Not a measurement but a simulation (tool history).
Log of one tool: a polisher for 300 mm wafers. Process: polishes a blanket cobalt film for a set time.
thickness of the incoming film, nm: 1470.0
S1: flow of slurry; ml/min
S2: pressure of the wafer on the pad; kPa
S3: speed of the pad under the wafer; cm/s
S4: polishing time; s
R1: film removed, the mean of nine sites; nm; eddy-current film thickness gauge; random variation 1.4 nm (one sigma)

run    day   S1   S2   S3  S4      R1
  1      0  175  9.7  106  48  209.79
  2  0.167  155  9.7  106  48  208.49
  3  0.454  155    9  106  48  191.55
  4    0.6  155    9  106  44   175.5
  5  0.917  155    9  106  48  198.12
  6  1.062  155  8.3  104  48  174.36
  7  1.267  155  7.6  104  48  164.38

Forecast run 8:
  8  1.642  150  4.8  102  48   ?

Run 8 gave R1 108.28 nm.
